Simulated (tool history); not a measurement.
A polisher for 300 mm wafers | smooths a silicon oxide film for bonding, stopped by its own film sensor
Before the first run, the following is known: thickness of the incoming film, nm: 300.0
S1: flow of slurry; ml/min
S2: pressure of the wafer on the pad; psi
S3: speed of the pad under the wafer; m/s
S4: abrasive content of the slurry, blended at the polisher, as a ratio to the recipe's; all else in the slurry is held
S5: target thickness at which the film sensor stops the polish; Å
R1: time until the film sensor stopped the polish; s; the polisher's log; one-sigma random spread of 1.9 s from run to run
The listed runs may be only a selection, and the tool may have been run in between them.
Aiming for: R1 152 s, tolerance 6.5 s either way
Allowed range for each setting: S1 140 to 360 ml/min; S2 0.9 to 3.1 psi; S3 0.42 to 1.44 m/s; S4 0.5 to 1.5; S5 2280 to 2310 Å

| run | day | S1 | S2 | S3 | S4 | S5 | R1 |
|---|---|---|---|---|---|---|---|
| 1 | 0 | 230 | 2 | 0.92 | 1 | 2310 | 113.46 |
| 2 | 0.062 | 230 | 1.8 | 0.92 | 1 | 2310 | 122.58 |
| 3 | 0.083 | 230 | 1.8 | 1.04 | 1 | 2310 | 112.85 |
| 4 | 0.35 | 230 | 1.8 | 1.04 | 1.2 | 2310 | 106.56 |
| 5 | 0.562 | 230 | 1.6 | 1.04 | 1.2 | 2310 | 114.66 |
| 6 | 0.629 | 230 | 1.4 | 1.04 | 1.2 | 2310 | 124.74 |
| 7 | 0.725 | 230 | 1.3 | 1.04 | 1.2 | 2310 | 131.38 |
| 8 | 1.021 | 230 | 1.2 | 1.04 | 1.2 | 2310 | 138.05 |

4 candidate next runs follow, results not yet known. Just one meets every target within its allowed miss. Identify it.
| A | 1.317 | 215 | 1.3 | 1.12 | 1.2 | 2310 | ? |
| B | 1.317 | 220 | 1.4 | 1.2 | 1.15 | 2310 | ? |
| C | 1.317 | 280 | 1.1 | 1.44 | 1.05 | 2300 | ? |
| D | 1.317 | 220 | 1.1 | 1 | 1.2 | 2310 | ? |

| move | R1 |
|---|---|
| A | 129.16 |
| B | 118.77 |
| C | 124.71 |
| D | 155.45 |
A: its largest miss is bigger than the last run's
B: its largest miss is bigger than the last run's
C: its largest miss is bigger than the last run's
D: all results land within tolerance of their targets
Move D is the one to make.
